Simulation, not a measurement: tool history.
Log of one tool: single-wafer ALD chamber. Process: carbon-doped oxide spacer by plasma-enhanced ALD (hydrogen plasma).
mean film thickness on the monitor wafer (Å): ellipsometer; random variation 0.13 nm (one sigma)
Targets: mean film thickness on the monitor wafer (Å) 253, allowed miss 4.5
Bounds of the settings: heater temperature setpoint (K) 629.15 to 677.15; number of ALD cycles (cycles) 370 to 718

run,hour,heater temperature setpoint (K),number of ALD cycles (cycles),mean film thickness on the monitor wafer (Å)
1,0,653.15,544,277.64
2,3.8,653.15,618,311.98
3,11.4,653.15,677,344.95
4,17.5,653.15,638,326.36
5,20.5,653.15,595,304.52
6,22.5,653.15,640,324.5
7,29.4,653.15,603,304.48
8,36,653.15,577,290.58
9,44.9,653.15,558,284.81
10,47.3,653.15,540,275.19
11,49,653.15,528,268.26
12,50.1,653.15,520,262.85
13,56.2,653.15,515,262.58
14,63.3,653.15,510,259.03
15,70.2,653.15,507,257.32

4 next moves are on the table. One of them brings every result within its allowed miss. Which?
A,77.1,649.15,495,?
B,77.1,647.15,520,?
C,77.1,669.15,515,?
D,77.1,655.15,514,?

move,mean film thickness on the monitor wafer (Å)
A,253.48
B,266.29
C,263.72
D,263.21
A: meets every target
B: further off than the last run
C: further off than the last run
D: further off than the last run
The right move is A.
